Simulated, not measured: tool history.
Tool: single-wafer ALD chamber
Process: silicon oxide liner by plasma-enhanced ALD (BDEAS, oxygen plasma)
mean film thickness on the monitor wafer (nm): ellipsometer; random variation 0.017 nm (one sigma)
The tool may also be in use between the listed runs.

run  hour  heater temperature setpoint (K)  number of ALD cycles (cycles)  mean film thickness on the monitor wafer (nm)
  1     0                           598.15                             67                                         5.6253
  2   0.9                           607.15                             67                                         5.5681
  3   6.1                           615.15                             67                                         5.5186
  4  14.8                           616.15                             62                                         5.0676
  5  19.7                           616.15                             59                                         4.8107
  6  25.4                           616.15                             57                                          4.662
  7  29.6                           616.15                             56                                         4.6106
  8    36                           616.15                             55                                         4.5122

Run 9 comes next. What will it give?
  9  41.4                           616.15                             54                                              ?

mean film thickness on the monitor wafer (nm): 4.4306
